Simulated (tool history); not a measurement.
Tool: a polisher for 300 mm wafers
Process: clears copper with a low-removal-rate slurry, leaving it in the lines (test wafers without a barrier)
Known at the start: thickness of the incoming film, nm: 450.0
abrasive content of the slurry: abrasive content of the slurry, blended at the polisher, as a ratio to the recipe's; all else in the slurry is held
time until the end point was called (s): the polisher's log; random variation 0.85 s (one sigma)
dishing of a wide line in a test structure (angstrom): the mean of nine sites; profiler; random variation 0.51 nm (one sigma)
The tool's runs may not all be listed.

run	hour	flow of slurry (ml/min)	pressure of the wafer on the pad (psi)	speed of the pad under the wafer (cm/s)	abrasive content of the slurry	overpolish time after the end point (s)	time until the end point was called (s)	dishing of a wide line in a test structure (angstrom)
1	0.0	135	3.8	106	1.00	24	122.850	563.19
2	4.3	140	3.9	108	1.00	22	115.030	524.20
3	10.3	140	3.9	108	1.00	32	118.300	724.93
4	13.7	150	4.0	108	0.95	29	110.250	680.28
5	22.2	175	4.0	108	0.95	29	108.880	696.29
6	23.2	180	4.1	108	0.90	26	107.130	659.36
7	31.6	165	4.1	110	1.00	23	106.430	573.29
8	36.9	170	4.2	110	1.05	21	102.140	570.27
9	42.0	160	4.2	114	1.00	19	101.190	527.83
10	49.5	125	5.2	136	0.75	8	78.910	306.43
11	55.2	125	5.2	136	0.75	8	77.977	302.24
12	57.2	115	5.1	136	0.75	13	81.073	471.97
13	58.3	150	4.8	136	0.75	12	83.253	428.68

The next listed run, before its measurement:
14	59.0	145	4.9	134	0.75	12	?	?

time until the end point was called (s): 82.443
dishing of a wide line in a test structure (angstrom): 433.48
